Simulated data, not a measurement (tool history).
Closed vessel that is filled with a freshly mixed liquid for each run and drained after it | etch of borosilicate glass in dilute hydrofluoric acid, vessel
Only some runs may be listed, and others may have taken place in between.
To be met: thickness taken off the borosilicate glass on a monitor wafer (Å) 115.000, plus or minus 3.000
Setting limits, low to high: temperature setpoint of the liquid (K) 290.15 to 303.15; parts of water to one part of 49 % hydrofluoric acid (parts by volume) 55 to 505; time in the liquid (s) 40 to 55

run	hour	temperature setpoint of the liquid (K)	parts of water to one part of 49 % hydrofluoric acid (parts by volume)	time in the liquid (s)	thickness taken off the borosilicate glass on a monitor wafer (Å)
1	0.0	295.15	280	55	67.229
2	7.6	295.15	235	55	83.599
3	15.4	296.15	235	55	87.135
4	24.2	297.15	235	55	90.143
5	29.4	293.65	235	55	79.463
6	34.8	294.65	235	55	82.992
7	36.6	295.65	235	55	85.489
8	45.4	296.65	235	55	88.634
9	50.0	300.65	225	55	107.700
10	54.8	301.65	225	55	111.830

Exercise: of the 4 proposed moves below, exactly one satisfies all targets within the stated allowed misses. Which move is it?
A	59.6	300.15	210	55	?
B	59.6	300.65	225	55	?
C	59.6	303.15	245	55	?
D	59.6	299.65	220	55	?

move	thickness taken off the borosilicate glass on a monitor wafer (Å)
A	114.820
B	107.230
C	104.830
D	106.470
A: every result within its allowed miss
B: moves away from the targets compared with the last run
C: moves away from the targets compared with the last run
D: moves away from the targets compared with the last run
The right move is A.

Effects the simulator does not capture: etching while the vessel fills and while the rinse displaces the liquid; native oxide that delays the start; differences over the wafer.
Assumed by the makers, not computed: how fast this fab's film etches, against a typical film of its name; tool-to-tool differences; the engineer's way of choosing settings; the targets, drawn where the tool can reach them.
